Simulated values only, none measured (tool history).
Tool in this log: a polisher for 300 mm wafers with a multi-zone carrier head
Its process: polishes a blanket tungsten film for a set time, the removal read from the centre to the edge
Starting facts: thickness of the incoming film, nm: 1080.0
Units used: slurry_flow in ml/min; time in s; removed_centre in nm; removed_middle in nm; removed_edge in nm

run 1 hour=0.0 | slurry_flow=190 centre_zone=1.00 middle_zone=1.00 edge_zone=1.00 slurry_solids=1.00 time=61 | removed_centre=267.25 removed_middle=274.20 removed_edge=266.16
run 2 hour=3.9 | slurry_flow=190 centre_zone=1.00 middle_zone=1.00 edge_zone=1.00 slurry_solids=0.90 time=61 | removed_centre=254.22 removed_middle=266.39 removed_edge=264.00
run 3 hour=8.7 | slurry_flow=150 centre_zone=1.00 middle_zone=1.00 edge_zone=1.00 slurry_solids=0.90 time=61 | removed_centre=249.37 removed_middle=253.80 removed_edge=254.46
run 4 hour=11.3 | slurry_flow=150 centre_zone=1.00 middle_zone=1.00 edge_zone=0.97 slurry_solids=0.90 time=61 | removed_centre=253.15 removed_middle=255.98 removed_edge=256.48
run 5 hour=20.1 | slurry_flow=150 centre_zone=1.00 middle_zone=1.00 edge_zone=0.97 slurry_solids=0.90 time=71 | removed_centre=288.60 removed_middle=298.72 removed_edge=292.29
run 6 hour=27.1 | slurry_flow=150 centre_zone=1.00 middle_zone=1.00 edge_zone=0.97 slurry_solids=0.75 time=71 | removed_centre=263.21 removed_middle=280.71 removed_edge=273.52
run 7 hour=34.4 | slurry_flow=145 centre_zone=1.01 middle_zone=0.97 edge_zone=0.97 slurry_solids=0.70 time=71 | removed_centre=267.61 removed_middle=260.15 removed_edge=271.10

What will run 8 give?
run 8 hour=43.2 | slurry_flow=140 centre_zone=0.95 middle_zone=0.87 edge_zone=0.87 slurry_solids=0.50 time=68 | removed_centre=? removed_middle=? removed_edge=?

{"run 8": {"removed_centre": 212.0, "removed_middle": 204.96, "removed_edge": 211.89}}
